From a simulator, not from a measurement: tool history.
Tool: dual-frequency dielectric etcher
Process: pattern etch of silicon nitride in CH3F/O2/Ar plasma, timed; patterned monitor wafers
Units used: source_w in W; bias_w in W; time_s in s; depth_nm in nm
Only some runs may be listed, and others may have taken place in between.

| run | hour | source_w | bias_w | time_s | depth_nm |
|---|---|---|---|---|---|
| 1 | 0 | 550 | 70 | 98 | 69.281 |
| 2 | 3 | 520 | 68 | 98 | 67.519 |
| 3 | 11.5 | 520 | 68 | 102 | 70.52 |
| 4 | 15 | 440 | 68 | 102 | 67.806 |
| 5 | 19.6 | 430 | 65 | 101.5 | 66.226 |
| 6 | 22.6 | 360 | 65 | 101.5 | 64.044 |
| 7 | 29.5 | 360 | 63 | 101 | 62.562 |
| 8 | 36.3 | 360 | 61 | 100.5 | 62.304 |
| 9 | 44.2 | 350 | 60 | 100 | 61.167 |
| 10 | 51 | 350 | 59 | 99.5 | 60.212 |
| 11 | 52.5 | 350 | 58 | 99.5 | 59.718 |
| 12 | 53.3 | 350 | 57 | 99.5 | 59.992 |
| 13 | 56.1 | 350 | 56 | 99.5 | 59.84 |
| 14 | 58.2 | 350 | 56 | 99.5 | 59.853 |

Estimate the outcome of run 15 from the log above:
| 15 | 62.2 | 350 | 55 | 99.5 | ? |

{"run 15": {"depth_nm": 59.805}}

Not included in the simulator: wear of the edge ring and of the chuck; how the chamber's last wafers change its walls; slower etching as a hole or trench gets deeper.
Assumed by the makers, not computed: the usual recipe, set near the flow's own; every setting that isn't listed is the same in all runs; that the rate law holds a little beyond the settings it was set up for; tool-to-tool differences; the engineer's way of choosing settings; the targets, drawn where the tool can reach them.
